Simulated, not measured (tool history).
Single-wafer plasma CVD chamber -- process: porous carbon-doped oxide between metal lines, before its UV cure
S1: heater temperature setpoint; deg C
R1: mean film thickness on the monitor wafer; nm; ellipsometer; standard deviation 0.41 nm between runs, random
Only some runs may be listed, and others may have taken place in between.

Run 1, hour 0: S1 315 deg C, RF power (W) 385, deposition time (s) 35.1. Result: R1 131.8 nm.
Run 2, hour 1.2: S1 309 deg C, RF power (W) 385, deposition time (s) 35.1. Result: R1 136.47 nm.
Run 3, hour 6.6: S1 304 deg C, RF power (W) 390, deposition time (s) 35.1. Result: R1 140.61 nm.
Run 4, hour 8.2: S1 304 deg C, RF power (W) 390, deposition time (s) 35.1. Result: R1 141.03 nm.
Run 5, hour 12.3: S1 304 deg C, RF power (W) 415, deposition time (s) 35.1. Result: R1 148.8 nm.
Run 6, hour 15.2: S1 302 deg C, RF power (W) 415, deposition time (s) 35.1. Result: R1 150.86 nm.
Run 7, hour 17.8: S1 301 deg C, RF power (W) 415, deposition time (s) 35.1. Result: R1 150.84 nm.

Run 8 is up next; what results do you expect?
At hour 23.2: RF generator calibrated.
Run 8, hour 23.2: S1 300 deg C, RF power (W) 415, deposition time (s) 35.1. Result: R1 ?.

R1: 160.47 nm
